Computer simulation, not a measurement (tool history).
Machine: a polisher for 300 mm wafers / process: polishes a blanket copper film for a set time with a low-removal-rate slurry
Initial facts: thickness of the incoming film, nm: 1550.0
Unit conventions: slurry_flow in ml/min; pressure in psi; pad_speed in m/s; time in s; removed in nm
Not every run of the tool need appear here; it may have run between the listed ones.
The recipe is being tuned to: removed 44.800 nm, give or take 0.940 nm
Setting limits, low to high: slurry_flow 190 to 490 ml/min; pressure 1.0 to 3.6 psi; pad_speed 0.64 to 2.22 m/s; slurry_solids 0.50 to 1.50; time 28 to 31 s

{"run": 1, "hour": 0.0, "slurry_flow": 315, "pressure": 2.3, "pad_speed": 1.42, "slurry_solids": 1.0, "time": 31, "removed": 114.6}
{"run": 2, "hour": 8.5, "slurry_flow": 315, "pressure": 2.3, "pad_speed": 1.22, "slurry_solids": 1.0, "time": 31, "removed": 98.132}
{"run": 3, "hour": 14.1, "slurry_flow": 310, "pressure": 2.0, "pad_speed": 1.16, "slurry_solids": 1.0, "time": 31, "removed": 83.531}
{"run": 4, "hour": 15.8, "slurry_flow": 310, "pressure": 2.0, "pad_speed": 1.16, "slurry_solids": 0.9, "time": 31, "removed": 80.294}
{"run": 5, "hour": 24.5, "slurry_flow": 310, "pressure": 2.0, "pad_speed": 1.02, "slurry_solids": 0.9, "time": 31, "removed": 70.519}
{"run": 6, "hour": 32.5, "slurry_flow": 310, "pressure": 1.8, "pad_speed": 1.0, "slurry_solids": 0.9, "time": 31, "removed": 63.859}
{"run": 7, "hour": 34.9, "slurry_flow": 310, "pressure": 1.6, "pad_speed": 1.0, "slurry_solids": 0.9, "time": 31, "removed": 57.45}
{"run": 8, "hour": 38.5, "slurry_flow": 310, "pressure": 1.5, "pad_speed": 1.0, "slurry_solids": 0.9, "time": 31, "removed": 54.477}
{"run": 9, "hour": 42.7, "slurry_flow": 310, "pressure": 1.4, "pad_speed": 1.0, "slurry_solids": 0.9, "time": 31, "removed": 50.792}
{"run": 10, "hour": 48.6, "slurry_flow": 310, "pressure": 1.4, "pad_speed": 1.0, "slurry_solids": 0.9, "time": 31, "removed": 51.919}
{"run": 11, "hour": 55.5, "slurry_flow": 295, "pressure": 1.0, "pad_speed": 1.0, "slurry_solids": 0.9, "time": 31, "removed": 39.041}
{"run": 12, "hour": 62.4, "slurry_flow": 385, "pressure": 1.1, "pad_speed": 1.0, "slurry_solids": 0.9, "time": 31, "removed": 42.249}
{"run": 13, "hour": 68.9, "slurry_flow": 385, "pressure": 1.2, "pad_speed": 1.0, "slurry_solids": 0.9, "time": 31, "removed": 45.527}

5 next moves are on the table. One of them brings every result within its allowed miss. Which?
{"run": "A", "hour": 75.4, "slurry_flow": 370, "pressure": 1.3, "pad_speed": 1.0, "slurry_solids": 0.8, "time": 31, "removed": "?"}
{"run": "B", "hour": 75.4, "slurry_flow": 350, "pressure": 1.1, "pad_speed": 1.44, "slurry_solids": 0.5, "time": 31, "removed": "?"}
{"run": "C", "hour": 75.4, "slurry_flow": 365, "pressure": 1.1, "pad_speed": 1.08, "slurry_solids": 0.85, "time": 31, "removed": "?"}
{"run": "D", "hour": 75.4, "slurry_flow": 470, "pressure": 1.4, "pad_speed": 1.02, "slurry_solids": 0.6, "time": 31, "removed": "?"}
{"run": "E", "hour": 75.4, "slurry_flow": 420, "pressure": 1.0, "pad_speed": 1.16, "slurry_solids": 1.05, "time": 30, "removed": "?"}

move=A removed=47.271
move=B removed=48.550
move=C removed=45.235
move=D removed=46.931
move=E removed=46.940
A: its largest miss is bigger than the last run's
B: its largest miss is bigger than the last run's
C: all results land within tolerance of their targets
D: its largest miss is bigger than the last run's
E: its largest miss is bigger than the last run's
Correct choice: C, which meets every target
